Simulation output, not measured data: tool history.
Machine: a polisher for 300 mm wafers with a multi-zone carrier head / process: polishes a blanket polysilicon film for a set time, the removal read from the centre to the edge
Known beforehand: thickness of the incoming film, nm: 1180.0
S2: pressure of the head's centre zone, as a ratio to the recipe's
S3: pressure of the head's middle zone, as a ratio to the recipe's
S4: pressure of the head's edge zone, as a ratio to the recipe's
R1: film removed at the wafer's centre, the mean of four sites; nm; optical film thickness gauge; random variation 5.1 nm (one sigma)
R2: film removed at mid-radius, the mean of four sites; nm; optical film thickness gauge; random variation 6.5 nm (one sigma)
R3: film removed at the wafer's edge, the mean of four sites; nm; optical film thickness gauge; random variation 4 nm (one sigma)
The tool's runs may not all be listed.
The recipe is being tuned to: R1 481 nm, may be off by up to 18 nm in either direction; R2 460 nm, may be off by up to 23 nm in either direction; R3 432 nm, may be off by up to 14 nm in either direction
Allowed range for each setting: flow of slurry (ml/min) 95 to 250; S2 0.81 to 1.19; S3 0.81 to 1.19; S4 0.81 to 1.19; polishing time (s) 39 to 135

{"run": 1, "hour": 0.0, "flow of slurry (ml/min)": 160, "S2": 1, "S3": 1, "S4": 1, "polishing time (s)": 87, "R1": 373.83, "R2": 378.95, "R3": 364.07}
{"run": 2, "hour": 8.7, "flow of slurry (ml/min)": 170, "S2": 1.03, "S3": 1.02, "S4": 1.03, "polishing time (s)": 89, "R1": 397.38, "R2": 399.63, "R3": 379.04}
{"run": 3, "hour": 12.3, "flow of slurry (ml/min)": 180, "S2": 1.05, "S3": 1.03, "S4": 1.05, "polishing time (s)": 91, "R1": 412.23, "R2": 404.7, "R3": 390.64}
{"run": 4, "hour": 18.4, "flow of slurry (ml/min)": 185, "S2": 1.07, "S3": 1.04, "S4": 1.06, "polishing time (s)": 93, "R1": 424.32, "R2": 421.7, "R3": 399.46}
{"run": 5, "hour": 25.1, "flow of slurry (ml/min)": 185, "S2": 1.07, "S3": 0.98, "S4": 1.06, "polishing time (s)": 93, "R1": 429.5, "R2": 404.11, "R3": 397.83}
{"run": 6, "hour": 30.5, "flow of slurry (ml/min)": 190, "S2": 1.08, "S3": 1, "S4": 1.06, "polishing time (s)": 95, "R1": 450.28, "R2": 432.18, "R3": 415.71}
{"run": 7, "hour": 32.7, "flow of slurry (ml/min)": 195, "S2": 1.09, "S3": 1, "S4": 1.06, "polishing time (s)": 95, "R1": 453.36, "R2": 415.22, "R3": 421.15}
{"run": 8, "hour": 35.9, "flow of slurry (ml/min)": 195, "S2": 1.1, "S3": 1.03, "S4": 1.06, "polishing time (s)": 96, "R1": 461.58, "R2": 438.19, "R3": 419.54}
{"run": 9, "hour": 43.4, "flow of slurry (ml/min)": 200, "S2": 1.1, "S3": 1.04, "S4": 1.06, "polishing time (s)": 96, "R1": 461.63, "R2": 446.26, "R3": 419.95}

Which single option among these 5 for the next run brings every result within its allowed miss of target? Just one does.
{"run": "A", "hour": 50.9, "flow of slurry (ml/min)": 200, "S2": 1.17, "S3": 1.17, "S4": 0.99, "polishing time (s)": 92, "R1": "?", "R2": "?", "R3": "?"}
{"run": "B", "hour": 50.9, "flow of slurry (ml/min)": 200, "S2": 1.15, "S3": 1.09, "S4": 1.09, "polishing time (s)": 92, "R1": "?", "R2": "?", "R3": "?"}
{"run": "C", "hour": 50.9, "flow of slurry (ml/min)": 185, "S2": 1.15, "S3": 1.11, "S4": 1.14, "polishing time (s)": 96, "R1": "?", "R2": "?", "R3": "?"}
{"run": "D", "hour": 50.9, "flow of slurry (ml/min)": 205, "S2": 1.14, "S3": 1.05, "S4": 1, "polishing time (s)": 96, "R1": "?", "R2": "?", "R3": "?"}
{"run": "E", "hour": 50.9, "flow of slurry (ml/min)": 195, "S2": 1.04, "S3": 1.09, "S4": 1.09, "polishing time (s)": 94, "R1": "?", "R2": "?", "R3": "?"}

move=A R1=476.55 R2=449.49 R3=386.52
move=B R1=468.16 R2=429.43 R3=405.58
move=C R1=483.35 R2=448.97 R3=429.86
move=D R1=485.74 R2=439.02 R3=406.65
move=E R1=430.8 R2=437.68 R3=413.46
A: brings the result that was furthest off to its target, and leaves another outside
B: brings the result that was furthest off to its target, and leaves another outside
C: every result lands within tolerance
D: brings the result that was furthest off to its target, and leaves another outside
E: the biggest miss grows against the last run
C is the move that brings every result within its allowed miss.
